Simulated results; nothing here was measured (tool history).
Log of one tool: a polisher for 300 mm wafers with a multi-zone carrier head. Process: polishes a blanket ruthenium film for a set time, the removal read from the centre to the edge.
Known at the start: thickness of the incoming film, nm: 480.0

run,hour,flow of slurry (ml/min),pressure of the head's centre zone,pressure of the head's middle zone,pressure of the head's edge zone,polishing time (s),film removed at the wafer's centre (angstrom),film removed at mid-radius (angstrom),film removed at the wafer's edge (angstrom)
1,0,205,1,1,1,67,1111.2,1149.2,1154.5
2,5.6,205,1,1,1.03,67,1064.2,1163.1,1164.9
3,6.2,205,0.94,1,1.03,67,1054.8,1161.5,1167.8
4,14.8,220,0.99,0.97,0.99,70,1154.6,1183.9,1201.7
5,18.6,230,1.04,0.95,0.98,72,1260.2,1197.6,1223.2
6,21.5,235,1.07,0.94,0.99,73,1310.7,1180.4,1273.6
7,23.9,245,1.1,0.95,0.99,74,1384.6,1261.9,1295.5
8,29.8,250,1.12,0.94,0.99,74,1406.7,1243,1302.6
9,31.3,255,1.14,0.93,0.99,74,1411.8,1231.7,1309.8

Forecast run 10:
10,32.6,260,1.15,0.93,0.99,74,?,?,?

Run 10 gave film removed at the wafer's centre (angstrom) 1441.9, film removed at mid-radius (angstrom) 1214.1, film removed at the wafer's edge (angstrom) 1282.8.
